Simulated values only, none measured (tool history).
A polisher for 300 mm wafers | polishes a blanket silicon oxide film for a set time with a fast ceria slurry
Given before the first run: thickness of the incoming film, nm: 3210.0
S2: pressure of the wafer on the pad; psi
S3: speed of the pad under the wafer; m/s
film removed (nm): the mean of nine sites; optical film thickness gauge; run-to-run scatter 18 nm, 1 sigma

run 1 hour=0 | flow_of_slurry_(ml/min)=260 S2=1.7 S3=1.26 polishing_time_(s)=97 | film_removed_(nm)=1346.6
run 2 hour=7.4 | flow_of_slurry_(ml/min)=260 S2=1.9 S3=1.26 polishing_time_(s)=97 | film_removed_(nm)=1496.2
run 3 hour=13.8 | flow_of_slurry_(ml/min)=320 S2=1.9 S3=1.26 polishing_time_(s)=97 | film_removed_(nm)=1511.7
run 4 hour=16.1 | flow_of_slurry_(ml/min)=320 S2=1.9 S3=1.12 polishing_time_(s)=97 | film_removed_(nm)=1357.6
run 5 hour=22.9 | flow_of_slurry_(ml/min)=320 S2=2.2 S3=1.12 polishing_time_(s)=97 | film_removed_(nm)=1547.2
run 6 hour=28.2 | flow_of_slurry_(ml/min)=285 S2=2.2 S3=1.12 polishing_time_(s)=97 | film_removed_(nm)=1509.9
run 7 hour=33 | flow_of_slurry_(ml/min)=290 S2=2.4 S3=1.16 polishing_time_(s)=97 | film_removed_(nm)=1698.7
run 8 hour=34.3 | flow_of_slurry_(ml/min)=295 S2=2.5 S3=1.2 polishing_time_(s)=97 | film_removed_(nm)=1839.3
run 9 hour=42.6 | flow_of_slurry_(ml/min)=300 S2=2.6 S3=1.22 polishing_time_(s)=97 | film_removed_(nm)=1948.3
run 10 hour=49.8 | flow_of_slurry_(ml/min)=305 S2=2.6 S3=1.24 polishing_time_(s)=97 | film_removed_(nm)=1964.6

What does the tool deliver on the next run?
run 11 hour=51.7 | flow_of_slurry_(ml/min)=305 S2=2.6 S3=1.26 polishing_time_(s)=97 | film_removed_(nm)=?

For run 11 the tool returned film removed (nm) 1980.2.
